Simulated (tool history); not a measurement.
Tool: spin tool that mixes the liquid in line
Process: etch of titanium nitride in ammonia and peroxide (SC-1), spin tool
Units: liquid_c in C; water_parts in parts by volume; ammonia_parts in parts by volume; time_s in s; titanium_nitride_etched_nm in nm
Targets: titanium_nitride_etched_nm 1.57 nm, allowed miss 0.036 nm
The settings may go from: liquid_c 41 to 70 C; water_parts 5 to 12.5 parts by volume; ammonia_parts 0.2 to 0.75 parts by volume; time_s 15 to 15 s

Run 1, hour 0: liquid_c 57 C, water_parts 7 parts by volume, ammonia_parts 0.45 parts by volume, time_s 15 s. Result: titanium_nitride_etched_nm 1.8267 nm.
Run 2, hour 5.1: liquid_c 57 C, water_parts 7 parts by volume, ammonia_parts 0.35 parts by volume, time_s 15 s. Result: titanium_nitride_etched_nm 1.7545 nm.
Run 3, hour 11.4: liquid_c 56.5 C, water_parts 7 parts by volume, ammonia_parts 0.35 parts by volume, time_s 15 s. Result: titanium_nitride_etched_nm 1.7063 nm.
Run 4, hour 17.9: liquid_c 56.5 C, water_parts 7 parts by volume, ammonia_parts 0.25 parts by volume, time_s 15 s. Result: titanium_nitride_etched_nm 1.61 nm.
Run 5, hour 26: liquid_c 62.5 C, water_parts 7 parts by volume, ammonia_parts 0.25 parts by volume, time_s 15 s. Result: titanium_nitride_etched_nm 2.3995 nm.
Run 6, hour 30.7: liquid_c 61.5 C, water_parts 7 parts by volume, ammonia_parts 0.25 parts by volume, time_s 15 s. Result: titanium_nitride_etched_nm 2.246 nm.
Run 7, hour 39.4: liquid_c 55 C, water_parts 7 parts by volume, ammonia_parts 0.25 parts by volume, time_s 15 s. Result: titanium_nitride_etched_nm 1.4519 nm.
Run 8, hour 43.7: liquid_c 55.5 C, water_parts 7 parts by volume, ammonia_parts 0.25 parts by volume, time_s 15 s. Result: titanium_nitride_etched_nm 1.5196 nm.

4 next moves are on the table. One of them brings every result within its allowed miss. Which?
Run A, hour 48: liquid_c 54 C, water_parts 5 parts by volume, ammonia_parts 0.3 parts by volume, time_s 15 s. Result: titanium_nitride_etched_nm ?.
Run B, hour 48: liquid_c 59.5 C, water_parts 8.5 parts by volume, ammonia_parts 0.2 parts by volume, time_s 15 s. Result: titanium_nitride_etched_nm ?.
Run C, hour 48: liquid_c 56.5 C, water_parts 6.5 parts by volume, ammonia_parts 0.25 parts by volume, time_s 15 s. Result: titanium_nitride_etched_nm ?.
Run D, hour 48: liquid_c 54.5 C, water_parts 6.5 parts by volume, ammonia_parts 0.4 parts by volume, time_s 15 s. Result: titanium_nitride_etched_nm ?.

move  titanium_nitride_etched_nm
   A                      1.6597
   B                      1.7063
   C                      1.6729
   D                      1.5877
A: takes the result that was furthest off past its target
B: takes the result that was furthest off past its target
C: takes the result that was furthest off past its target
D: meets every target
Move D is the one to make.

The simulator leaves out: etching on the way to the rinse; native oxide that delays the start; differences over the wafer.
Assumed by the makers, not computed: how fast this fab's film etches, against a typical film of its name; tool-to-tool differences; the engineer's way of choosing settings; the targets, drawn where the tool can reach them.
